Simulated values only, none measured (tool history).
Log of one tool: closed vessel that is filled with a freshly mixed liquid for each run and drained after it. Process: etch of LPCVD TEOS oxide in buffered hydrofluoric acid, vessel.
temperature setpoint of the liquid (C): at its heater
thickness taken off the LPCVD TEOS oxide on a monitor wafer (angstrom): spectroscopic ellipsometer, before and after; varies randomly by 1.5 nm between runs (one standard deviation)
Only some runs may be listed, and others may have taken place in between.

run    day  temperature setpoint of the liquid (C)  parts of 40 % ammonium fluoride to one part of 49 % hydrofluoric acid (parts by volume)  time in the liquid (s)  thickness taken off the LPCVD TEOS oxide on a monitor wafer (angstrom)
  1  0.000                                    20.0                                                                                     18.5                     105                                                                  2413.7
  2  0.267                                    19.5                                                                                     18.5                     105                                                                  2332.8
  3  0.546                                    19.0                                                                                     18.5                     105                                                                  2212.7
  4  0.829                                    19.0                                                                                     18.5                     105                                                                  2243.1
  5  1.175                                    21.5                                                                                     18.5                     105                                                                  2630.1
  6  1.433                                    21.0                                                                                     18.5                     105                                                                  2517.8
  7  1.562                                    20.5                                                                                     18.5                     105                                                                  2399.8

What does the tool deliver on the next run?
  8  1.817                                    17.0                                                                                     18.5                     105                                                                       ?

Run 8 produced thickness taken off the LPCVD TEOS oxide on a monitor wafer (angstrom) 2029.4.
